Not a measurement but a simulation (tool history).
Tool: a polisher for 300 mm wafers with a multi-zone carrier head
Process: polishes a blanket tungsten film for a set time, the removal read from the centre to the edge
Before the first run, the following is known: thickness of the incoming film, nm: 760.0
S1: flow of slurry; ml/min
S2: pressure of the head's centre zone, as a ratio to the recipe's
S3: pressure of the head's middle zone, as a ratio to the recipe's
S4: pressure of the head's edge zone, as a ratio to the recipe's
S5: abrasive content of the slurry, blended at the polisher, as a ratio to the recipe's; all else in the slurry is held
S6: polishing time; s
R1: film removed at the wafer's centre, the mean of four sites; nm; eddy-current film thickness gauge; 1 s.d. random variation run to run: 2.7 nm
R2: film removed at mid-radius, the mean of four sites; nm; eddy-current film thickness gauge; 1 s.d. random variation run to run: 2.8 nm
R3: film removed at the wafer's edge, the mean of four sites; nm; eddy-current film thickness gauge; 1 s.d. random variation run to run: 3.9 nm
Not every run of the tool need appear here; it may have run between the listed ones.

{"run": 1, "hour": 0.0, "S1": 150, "S2": 1, "S3": 1, "S4": 1, "S5": 1, "S6": 48, "R1": 266.58, "R2": 278.08, "R3": 272.28}
{"run": 2, "hour": 8.7, "S1": 150, "S2": 1.08, "S3": 1, "S4": 1, "S5": 1, "S6": 48, "R1": 293.14, "R2": 278.44, "R3": 270.66}
{"run": 3, "hour": 10.0, "S1": 155, "S2": 1.07, "S3": 1.01, "S4": 1.02, "S5": 1, "S6": 48, "R1": 295.12, "R2": 282.86, "R3": 278.35}
{"run": 4, "hour": 13.3, "S1": 155, "S2": 1.07, "S3": 1.01, "S4": 0.98, "S5": 1, "S6": 48, "R1": 297.17, "R2": 278.92, "R3": 265.34}
{"run": 5, "hour": 15.1, "S1": 155, "S2": 1.07, "S3": 1.01, "S4": 0.98, "S5": 1.1, "S6": 48, "R1": 306.97, "R2": 287.49, "R3": 273.68}
{"run": 6, "hour": 23.7, "S1": 155, "S2": 1.07, "S3": 1.01, "S4": 0.98, "S5": 1.1, "S6": 58, "R1": 360.05, "R2": 343.7, "R3": 330.7}
{"run": 7, "hour": 24.8, "S1": 150, "S2": 1.06, "S3": 1.02, "S4": 0.98, "S5": 1.1, "S6": 58, "R1": 358.64, "R2": 344.85, "R3": 330.84}
{"run": 8, "hour": 29.2, "S1": 145, "S2": 1.04, "S3": 1.03, "S4": 0.98, "S5": 1.1, "S6": 58, "R1": 343.09, "R2": 349.23, "R3": 326.76}

The next listed run, before its measurement:
{"run": 9, "hour": 30.5, "S1": 140, "S2": 1.03, "S3": 1.03, "S4": 0.98, "S5": 1.1, "S6": 58, "R1": "?", "R2": "?", "R3": "?"}

{"run 9": {"R1": 343.86, "R2": 347.84, "R3": 330.53}}

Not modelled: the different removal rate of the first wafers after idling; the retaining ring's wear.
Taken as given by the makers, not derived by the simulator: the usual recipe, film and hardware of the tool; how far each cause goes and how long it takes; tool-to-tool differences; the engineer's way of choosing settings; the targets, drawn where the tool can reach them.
